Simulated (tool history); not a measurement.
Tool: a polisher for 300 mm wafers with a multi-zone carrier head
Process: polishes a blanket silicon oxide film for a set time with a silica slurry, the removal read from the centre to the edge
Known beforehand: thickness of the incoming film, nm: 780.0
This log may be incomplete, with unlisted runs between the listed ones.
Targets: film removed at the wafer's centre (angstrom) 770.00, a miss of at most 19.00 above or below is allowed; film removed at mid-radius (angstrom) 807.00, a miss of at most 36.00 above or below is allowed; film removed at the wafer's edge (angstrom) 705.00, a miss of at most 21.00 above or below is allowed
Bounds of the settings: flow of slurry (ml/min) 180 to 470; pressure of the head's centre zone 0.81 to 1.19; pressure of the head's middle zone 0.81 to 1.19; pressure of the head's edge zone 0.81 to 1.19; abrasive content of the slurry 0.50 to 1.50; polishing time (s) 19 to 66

run  hour  flow of slurry (ml/min)  pressure of the head's centre zone  pressure of the head's middle zone  pressure of the head's edge zone  abrasive content of the slurry  polishing time (s)  film removed at the wafer's centre (angstrom)  film removed at mid-radius (angstrom)  film removed at the wafer's edge (angstrom)
  1   0.0                      300                                1.00                                1.00                              1.00                            1.00                  42                                         921.45                                 914.51                                       944.18
  2   7.9                      350                                1.00                                1.00                              1.00                            1.00                  42                                         919.50                                 911.89                                       947.10
  3  16.1                      350                                1.00                                1.00                              1.00                            1.10                  42                                         959.26                                 951.42                                       964.71
  4  19.9                      355                                1.01                                1.03                              0.96                            1.00                  41                                         908.11                                 907.89                                       896.22
  5  28.0                      355                                0.94                                1.03                              0.96                            1.00                  41                                         856.28                                 901.76                                       906.79
  6  29.8                      355                                0.94                                1.03                              0.96                            1.10                  41                                         891.84                                 930.19                                       939.92
  7  32.3                      360                                0.96                                1.05                              0.93                            1.00                  41                                         874.57                                 936.01                                       882.51
  8  39.1                      330                                1.00                                0.99                              0.83                            0.75                  41                                         806.51                                 782.02                                       746.72

Pick the move, out of 4, that brings all results within their allowed miss; only one does.
  A  45.9                      330                                0.97                                0.99                              0.83                            0.90                  39                                              ?                                      ?                                            ?
  B  45.9                      315                                0.98                                0.90                              0.89                            0.65                  46                                              ?                                      ?                                            ?
  C  45.9                      340                                1.07                                0.93                              0.83                            0.70                  44                                              ?                                      ?                                            ?
  D  45.9                      355                                1.05                                1.14                              0.89                            0.70                  39                                              ?                                      ?                                            ?

move  film removed at the wafer's centre (angstrom)  film removed at mid-radius (angstrom)  film removed at the wafer's edge (angstrom)
   A                                         807.60                                 803.72                                       764.80
   B                                         834.43                                 760.92                                       810.73
   C                                         891.20                                 775.55                                       778.37
   D                                         780.80                                 818.95                                       711.24
A: its largest miss is bigger than the last run's
B: its largest miss is bigger than the last run's
C: its largest miss is bigger than the last run's
D: every result within its allowed miss
So the answer is move D, the one that meets all the targets.
